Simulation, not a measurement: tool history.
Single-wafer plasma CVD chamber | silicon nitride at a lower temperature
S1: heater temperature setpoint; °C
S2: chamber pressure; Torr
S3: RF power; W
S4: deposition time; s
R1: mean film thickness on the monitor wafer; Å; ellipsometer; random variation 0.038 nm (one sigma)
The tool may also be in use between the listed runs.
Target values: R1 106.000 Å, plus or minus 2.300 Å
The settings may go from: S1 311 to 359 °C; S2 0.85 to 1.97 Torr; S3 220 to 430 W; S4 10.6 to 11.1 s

| run | hour | S1 | S2 | S3 | S4 | R1 |
|---|---|---|---|---|---|---|
| 1 | 0.0 | 335 | 1.41 | 325 | 11.1 | 123.550 |
| 2 | 7.0 | 331 | 1.41 | 325 | 11.1 | 125.130 |
| 3 | 15.8 | 331 | 1.35 | 320 | 11.1 | 120.520 |
| 4 | 22.3 | 331 | 1.31 | 320 | 11.1 | 118.220 |
| 5 | 25.5 | 331 | 1.31 | 365 | 11.1 | 132.190 |
| 6 | 30.2 | 327 | 1.31 | 365 | 11.1 | 131.560 |
| 7 | 31.0 | 327 | 1.27 | 360 | 11.1 | 128.860 |
| 8 | 35.8 | 327 | 1.23 | 355 | 11.1 | 126.500 |
| 9 | 37.5 | 327 | 1.19 | 350 | 11.1 | 123.120 |
| 10 | 42.0 | 327 | 0.91 | 305 | 11.0 | 90.950 |
| 11 | 42.8 | 327 | 0.94 | 305 | 11.0 | 93.336 |
| 12 | 43.4 | 327 | 0.97 | 305 | 11.0 | 95.849 |
| 13 | 46.8 | 327 | 0.99 | 305 | 11.0 | 97.077 |
| 14 | 55.0 | 327 | 1.01 | 305 | 11.0 | 98.044 |
| 15 | 57.6 | 327 | 1.29 | 320 | 11.0 | 116.890 |
| 16 | 61.8 | 328 | 1.27 | 320 | 11.0 | 116.380 |
| 17 | 63.2 | 330 | 1.26 | 320 | 11.0 | 115.800 |
| 18 | 67.9 | 330 | 1.24 | 320 | 11.0 | 115.360 |
| 19 | 72.5 | 330 | 1.22 | 320 | 11.0 | 113.180 |
| 20 | 78.3 | 330 | 1.21 | 320 | 11.0 | 114.000 |
| 21 | 87.3 | 330 | 1.19 | 320 | 11.0 | 112.150 |
| 22 | 89.3 | 330 | 1.18 | 320 | 11.0 | 111.960 |
| 23 | 97.8 | 330 | 1.17 | 320 | 11.0 | 110.610 |
| 24 | 103.4 | 330 | 1.16 | 320 | 11.0 | 110.670 |
| 25 | 109.8 | 330 | 0.99 | 310 | 11.0 | 97.852 |
| 26 | 115.1 | 330 | 1.01 | 310 | 11.0 | 100.180 |
| 27 | 123.2 | 331 | 1.02 | 310 | 11.0 | 100.700 |

Which of these 5 next moves meets every target?
| A | 131.3 | 322 | 1.09 | 310 | 11.1 | ? |
| B | 131.3 | 331 | 0.91 | 330 | 10.8 | ? |
| C | 131.3 | 327 | 1.12 | 330 | 11.1 | ? |
| D | 131.3 | 335 | 1.13 | 290 | 10.9 | ? |
| E | 131.3 | 321 | 1.16 | 315 | 11.1 | ? |

| move | R1 |
|---|---|
| A | 105.660 |
| B | 95.319 |
| C | 112.770 |
| D | 99.501 |
| E | 110.740 |
A: each result inside its tolerance
B: the biggest miss grows against the last run
C: moves the result that the last run missed by most past its target, out the other side
D: the biggest miss grows against the last run
E: moves the result that the last run missed by most past its target, out the other side
A is the move that brings every result within its allowed miss.
